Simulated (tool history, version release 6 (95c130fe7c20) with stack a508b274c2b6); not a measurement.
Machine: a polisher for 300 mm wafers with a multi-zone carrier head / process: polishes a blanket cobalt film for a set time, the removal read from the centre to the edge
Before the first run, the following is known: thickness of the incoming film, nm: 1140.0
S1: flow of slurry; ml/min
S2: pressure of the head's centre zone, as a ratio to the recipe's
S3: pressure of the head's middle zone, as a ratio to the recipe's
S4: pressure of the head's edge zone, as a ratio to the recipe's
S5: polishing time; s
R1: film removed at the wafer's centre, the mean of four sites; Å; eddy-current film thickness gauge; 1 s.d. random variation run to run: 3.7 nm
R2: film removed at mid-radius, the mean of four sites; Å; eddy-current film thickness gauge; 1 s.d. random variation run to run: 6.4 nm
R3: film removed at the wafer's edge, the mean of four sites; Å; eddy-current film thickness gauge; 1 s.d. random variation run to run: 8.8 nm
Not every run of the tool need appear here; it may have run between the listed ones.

run 1 hour=0.0 | S1=285 S2=1.00 S3=1.00 S4=1.00 S5=82 | R1=4899.5 R2=4596.2 R3=4632.3
run 2 hour=4.2 | S1=285 S2=1.00 S3=1.07 S4=1.00 S5=82 | R1=4910.8 R2=4797.7 R3=4512.3
run 3 hour=11.1 | S1=290 S2=0.97 S3=1.08 S4=1.03 S5=86 | R1=5028.7 R2=5127.5 R3=4834.5
run 4 hour=14.7 | S1=295 S2=0.94 S3=1.09 S4=1.06 S5=89 | R1=5031.5 R2=5403.5 R3=4989.6
run 5 hour=21.1 | S1=295 S2=0.94 S3=1.17 S4=1.06 S5=89 | R1=5053.1 R2=5699.2 R3=5072.8
run 6 hour=26.3 | S1=290 S2=0.92 S3=1.16 S4=1.08 S5=91 | R1=4989.0 R2=5815.9 R3=5261.4
run 7 hour=28.5 | S1=290 S2=0.92 S3=1.16 S4=1.08 S5=91 | R1=4981.2 R2=5734.9 R3=5248.6
run 8 hour=32.0 | S1=295 S2=0.91 S3=1.17 S4=1.10 S5=93 | R1=5036.4 R2=5942.3 R3=5198.2

Run 9 is up next; what results do you expect?
run 9 hour=35.6 | S1=275 S2=0.90 S3=1.17 S4=1.08 S5=95 | R1=? R2=? R3=?

Logged for run 9: R1 5084.3 Å, R2 6024.7 Å, R3 5237.3 Å.
